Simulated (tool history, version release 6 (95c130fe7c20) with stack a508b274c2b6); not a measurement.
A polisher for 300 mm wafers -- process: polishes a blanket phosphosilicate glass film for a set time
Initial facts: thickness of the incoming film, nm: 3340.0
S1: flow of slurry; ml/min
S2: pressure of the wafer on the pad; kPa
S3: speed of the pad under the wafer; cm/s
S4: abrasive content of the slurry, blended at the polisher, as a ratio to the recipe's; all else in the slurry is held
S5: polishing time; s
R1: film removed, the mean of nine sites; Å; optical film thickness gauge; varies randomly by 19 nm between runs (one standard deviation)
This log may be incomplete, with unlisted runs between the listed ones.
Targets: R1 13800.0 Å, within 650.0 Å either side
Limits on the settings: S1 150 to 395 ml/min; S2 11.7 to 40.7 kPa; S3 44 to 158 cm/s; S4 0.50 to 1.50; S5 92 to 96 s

run	hour	S1	S2	S3	S4	S5	R1
1	0.0	250	26.2	100	1.00	92	10347.0
2	3.6	250	26.2	122	1.00	92	11881.0
3	5.2	250	26.2	104	1.00	92	10515.0
4	12.8	250	23.4	104	1.00	92	9746.8
5	16.9	250	29.6	104	1.00	92	12000.0
6	19.6	250	30.3	104	1.00	92	12111.0
7	20.8	250	31.0	104	1.00	92	12348.0
8	23.4	250	31.7	104	1.00	92	12622.0

Consider the 4 candidate settings below. Which is the only one whose results all fall within their allowed miss of target?
A	26.0	255	29.6	110	0.85	96	?
B	26.0	200	34.5	114	1.00	92	?
C	26.0	270	27.6	96	1.05	96	?
D	26.0	255	28.3	96	1.05	92	?

move	R1
A	11870.0
B	13889.0
C	11151.0
D	10831.0
A: further off than the last run
B: all results land within tolerance of their targets
C: further off than the last run
D: further off than the last run
Correct choice: B, which meets every target
